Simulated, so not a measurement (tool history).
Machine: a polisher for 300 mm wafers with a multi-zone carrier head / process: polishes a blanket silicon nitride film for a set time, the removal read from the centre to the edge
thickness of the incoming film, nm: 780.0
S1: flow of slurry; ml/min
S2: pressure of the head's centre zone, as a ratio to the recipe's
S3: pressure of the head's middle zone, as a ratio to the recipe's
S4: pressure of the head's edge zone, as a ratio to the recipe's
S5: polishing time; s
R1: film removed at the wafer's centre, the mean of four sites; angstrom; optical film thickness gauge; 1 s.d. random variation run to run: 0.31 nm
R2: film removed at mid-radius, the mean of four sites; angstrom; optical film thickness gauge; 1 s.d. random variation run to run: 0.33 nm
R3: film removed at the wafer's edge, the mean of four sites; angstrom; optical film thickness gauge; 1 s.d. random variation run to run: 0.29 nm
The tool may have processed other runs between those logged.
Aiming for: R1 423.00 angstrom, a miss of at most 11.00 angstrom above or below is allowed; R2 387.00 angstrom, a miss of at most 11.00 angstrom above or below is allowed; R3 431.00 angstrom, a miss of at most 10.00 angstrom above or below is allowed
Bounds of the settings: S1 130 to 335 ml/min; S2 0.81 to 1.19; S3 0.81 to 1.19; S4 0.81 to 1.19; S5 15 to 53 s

{"run": 1, "hour": 0.0, "S1": 215, "S2": 1.0, "S3": 1.0, "S4": 1.0, "S5": 34, "R1": 671.62, "R2": 664.29, "R3": 668.37}
{"run": 2, "hour": 7.6, "S1": 205, "S2": 0.98, "S3": 0.96, "S4": 0.97, "S5": 31, "R1": 596.89, "R2": 584.19, "R3": 595.8}
{"run": 3, "hour": 8.2, "S1": 195, "S2": 0.97, "S3": 0.93, "S4": 0.96, "S5": 29, "R1": 550.02, "R2": 541.14, "R3": 552.57}
{"run": 4, "hour": 15.4, "S1": 190, "S2": 0.97, "S3": 0.9, "S4": 0.97, "S5": 27, "R1": 510.76, "R2": 478.49, "R3": 512.59}
{"run": 5, "hour": 17.8, "S1": 190, "S2": 0.97, "S3": 0.94, "S4": 0.97, "S5": 27, "R1": 510.08, "R2": 491.2, "R3": 521.33}
{"run": 6, "hour": 24.0, "S1": 190, "S2": 0.97, "S3": 0.94, "S4": 1.0, "S5": 27, "R1": 512.78, "R2": 501.41, "R3": 519.83}
{"run": 7, "hour": 31.2, "S1": 180, "S2": 0.97, "S3": 0.92, "S4": 0.99, "S5": 26, "R1": 491.48, "R2": 468.83, "R3": 496.9}
{"run": 8, "hour": 34.8, "S1": 135, "S2": 0.9, "S3": 0.82, "S4": 0.89, "S5": 24, "R1": 386.83, "R2": 364.58, "R3": 422.64}
{"run": 9, "hour": 39.9, "S1": 145, "S2": 0.91, "S3": 0.82, "S4": 0.88, "S5": 24, "R1": 399.11, "R2": 381.04, "R3": 422.1}
{"run": 10, "hour": 42.5, "S1": 150, "S2": 0.92, "S3": 0.82, "S4": 0.89, "S5": 24, "R1": 403.42, "R2": 378.54, "R3": 429.44}

Consider the 4 candidate settings below. Which is the only one whose results all fall within their allowed miss of target?
{"run": "A", "hour": 45.1, "S1": 155, "S2": 0.99, "S3": 0.88, "S4": 0.98, "S5": 23, "R1": "?", "R2": "?", "R3": "?"}
{"run": "B", "hour": 45.1, "S1": 150, "S2": 0.99, "S3": 0.81, "S4": 0.98, "S5": 23, "R1": "?", "R2": "?", "R3": "?"}
{"run": "C", "hour": 45.1, "S1": 135, "S2": 0.98, "S3": 0.81, "S4": 0.94, "S5": 24, "R1": "?", "R2": "?", "R3": "?"}
{"run": "D", "hour": 45.1, "S1": 140, "S2": 1.11, "S3": 0.84, "S4": 0.88, "S5": 23, "R1": "?", "R2": "?", "R3": "?"}

move=A R1=426.08 R2=383.81 R3=431.89
move=B R1=422.38 R2=359.44 R3=429.97
move=C R1=423.95 R2=365.56 R3=431.93
move=D R1=462.59 R2=362.49 R3=404.04
A: each result inside its tolerance
B: meets the target for the result that was furthest off, but another lies outside its allowed miss
C: meets the target for the result that was furthest off, but another lies outside its allowed miss
D: takes the biggest miss from the last run beyond its target
Move A is the one to make.
